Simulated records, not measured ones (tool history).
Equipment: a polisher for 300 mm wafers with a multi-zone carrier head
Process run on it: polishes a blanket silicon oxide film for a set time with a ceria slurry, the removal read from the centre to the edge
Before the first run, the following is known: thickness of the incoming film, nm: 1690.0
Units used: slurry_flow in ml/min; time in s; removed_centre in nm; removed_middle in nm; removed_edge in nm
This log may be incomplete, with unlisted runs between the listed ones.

run,hour,slurry_flow,centre_zone,middle_zone,edge_zone,time,removed_centre,removed_middle,removed_edge
1,0.0,300,1.00,1.00,1.00,84,496.35,500.33,475.56
2,1.1,310,1.02,1.01,1.03,85,517.39,510.60,488.52
3,9.3,320,1.03,1.02,1.05,86,525.85,517.41,496.60
4,13.2,325,1.04,1.03,1.07,87,545.26,539.78,512.71
5,19.4,335,1.05,1.03,1.08,87,537.24,536.91,515.34
6,23.6,335,1.07,1.04,1.09,87,553.39,543.95,510.44
7,29.7,340,1.08,1.04,1.10,87,566.71,535.78,518.39
8,37.3,345,1.08,1.05,1.11,87,562.54,542.35,519.57

Run 9 is up next; what results do you expect?
9,39.8,350,1.09,1.06,1.12,87,?,?,?

{"run 9": {"removed_centre": 573.42, "removed_middle": 542.56, "removed_edge": 525.72}}
